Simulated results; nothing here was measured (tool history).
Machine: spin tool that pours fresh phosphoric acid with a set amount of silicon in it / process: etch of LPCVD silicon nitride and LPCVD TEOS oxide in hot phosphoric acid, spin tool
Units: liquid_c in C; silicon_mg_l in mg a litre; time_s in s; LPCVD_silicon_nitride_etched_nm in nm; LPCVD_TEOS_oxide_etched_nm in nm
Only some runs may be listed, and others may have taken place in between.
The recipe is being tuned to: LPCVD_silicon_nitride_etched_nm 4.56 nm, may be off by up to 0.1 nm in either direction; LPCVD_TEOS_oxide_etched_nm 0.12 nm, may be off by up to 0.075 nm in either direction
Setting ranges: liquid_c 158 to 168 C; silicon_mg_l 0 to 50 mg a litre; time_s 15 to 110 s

run	hour	liquid_c	silicon_mg_l	time_s	LPCVD_silicon_nitride_etched_nm	LPCVD_TEOS_oxide_etched_nm
1	0	163	24.5	55	7.3303	0.22631
2	1.8	163	24.5	40	5.3303	0.24572
3	9.6	163	29.5	40	5.3249	0.15762
4	13.1	162	29.5	40	5.2022	0.13618
5	20.1	162	35.5	40	5.1563	0.11738
6	24.4	161	32.5	40	4.9567	0.10925
7	28.3	160.5	30	40	4.9085	0.075831
8	35.1	160.5	30	40	4.8953	0.11613
9	36.4	160	28.5	40	4.8408	0.15753
10	39.9	159.5	29.5	40	4.7143	0.075779
11	43.2	159.5	25.5	40	4.7619	0.11982

Consider the 4 candidate settings below. Which is the only one whose results all fall within their allowed miss of target?
A	46.5	158	20.5	45	?	?
B	46.5	158	31	45	?	?
C	46.5	158	46	45	?	?
D	46.5	158.5	30	40	?	?

move	LPCVD_silicon_nitride_etched_nm	LPCVD_TEOS_oxide_etched_nm
A	5.0719	0.14283
B	5.0719	0.099361
C	5.0719	0.043263
D	4.5854	0.095502
A: further off than the last run
B: further off than the last run
C: further off than the last run
D: all results land within tolerance of their targets
The move that meets every target is D.
